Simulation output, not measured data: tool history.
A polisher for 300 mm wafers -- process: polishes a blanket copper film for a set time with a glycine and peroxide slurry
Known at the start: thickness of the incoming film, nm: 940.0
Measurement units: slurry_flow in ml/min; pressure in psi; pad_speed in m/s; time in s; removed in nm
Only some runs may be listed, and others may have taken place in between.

run	hour	slurry_flow	pressure	pad_speed	time	removed
1	0.0	120	2.4	1.24	36	182.64
2	8.6	145	2.4	1.24	36	192.09
3	17.2	135	2.2	1.24	36	173.84
4	19.7	135	2.2	1.24	32	155.24
5	20.9	135	2.2	1.24	32	155.69
6	28.4	135	2.4	1.24	32	166.42
7	31.4	125	2.3	1.24	32	157.73

Expected results for the next run?
8	37.4	115	2.2	1.24	32	?

removed: 150.17 nm

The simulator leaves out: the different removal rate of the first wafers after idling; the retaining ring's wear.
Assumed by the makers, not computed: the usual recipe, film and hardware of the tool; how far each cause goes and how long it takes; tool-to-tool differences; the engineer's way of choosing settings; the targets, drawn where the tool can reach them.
